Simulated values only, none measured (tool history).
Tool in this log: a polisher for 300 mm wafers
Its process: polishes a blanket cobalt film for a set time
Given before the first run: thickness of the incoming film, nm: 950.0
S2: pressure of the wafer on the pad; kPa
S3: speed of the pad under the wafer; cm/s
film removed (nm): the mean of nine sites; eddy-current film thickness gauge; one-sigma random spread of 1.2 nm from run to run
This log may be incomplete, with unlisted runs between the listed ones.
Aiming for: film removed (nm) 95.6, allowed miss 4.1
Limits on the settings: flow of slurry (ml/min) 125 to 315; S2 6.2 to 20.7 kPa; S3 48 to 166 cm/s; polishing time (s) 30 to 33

Run 1, hour 0: flow of slurry (ml/min) 205, S2 13.1 kPa, S3 106 cm/s, polishing time (s) 33. Result: film removed (nm) 194.66.
Run 2, hour 3.4: flow of slurry (ml/min) 205, S2 13.1 kPa, S3 106 cm/s, polishing time (s) 30. Result: film removed (nm) 182.25.
Run 3, hour 8.4: flow of slurry (ml/min) 205, S2 13.1 kPa, S3 86 cm/s, polishing time (s) 30. Result: film removed (nm) 156.99.
Run 4, hour 17.1: flow of slurry (ml/min) 205, S2 13.1 kPa, S3 86 cm/s, polishing time (s) 33. Result: film removed (nm) 174.67.
Run 5, hour 20.5: flow of slurry (ml/min) 205, S2 11.7 kPa, S3 84 cm/s, polishing time (s) 33. Result: film removed (nm) 150.02.
Run 6, hour 26.2: flow of slurry (ml/min) 205, S2 10.3 kPa, S3 84 cm/s, polishing time (s) 33. Result: film removed (nm) 137.17.
Run 7, hour 35.1: flow of slurry (ml/min) 205, S2 9.7 kPa, S3 82 cm/s, polishing time (s) 33. Result: film removed (nm) 125.52.
Run 8, hour 42.7: flow of slurry (ml/min) 205, S2 9 kPa, S3 82 cm/s, polishing time (s) 33. Result: film removed (nm) 118.97.
Run 9, hour 50.5: flow of slurry (ml/min) 205, S2 8.3 kPa, S3 82 cm/s, polishing time (s) 33. Result: film removed (nm) 111.11.
Run 10, hour 58.4: flow of slurry (ml/min) 205, S2 7.6 kPa, S3 82 cm/s, polishing time (s) 33. Result: film removed (nm) 104.33.

Consider the 5 candidate settings below. Which is the only one whose results all fall within their allowed miss of target?
Run A, hour 66.3: flow of slurry (ml/min) 180, S2 8.3 kPa, S3 82 cm/s, polishing time (s) 32. Result: film removed (nm) ?.
Run B, hour 66.3: flow of slurry (ml/min) 200, S2 7.6 kPa, S3 84 cm/s, polishing time (s) 33. Result: film removed (nm) ?.
Run C, hour 66.3: flow of slurry (ml/min) 195, S2 8.3 kPa, S3 68 cm/s, polishing time (s) 32. Result: film removed (nm) ?.
Run D, hour 66.3: flow of slurry (ml/min) 190, S2 7.6 kPa, S3 98 cm/s, polishing time (s) 33. Result: film removed (nm) ?.
Run E, hour 66.3: flow of slurry (ml/min) 205, S2 9 kPa, S3 78 cm/s, polishing time (s) 31. Result: film removed (nm) ?.

move  film removed (nm)
   A             106.68
   B             105.62
   C               96.9
   D             115.46
   E             109.39
A: moves away from the targets compared with the last run
B: moves away from the targets compared with the last run
C: all results land within tolerance of their targets
D: moves away from the targets compared with the last run
E: moves away from the targets compared with the last run
The move that meets every target is C.
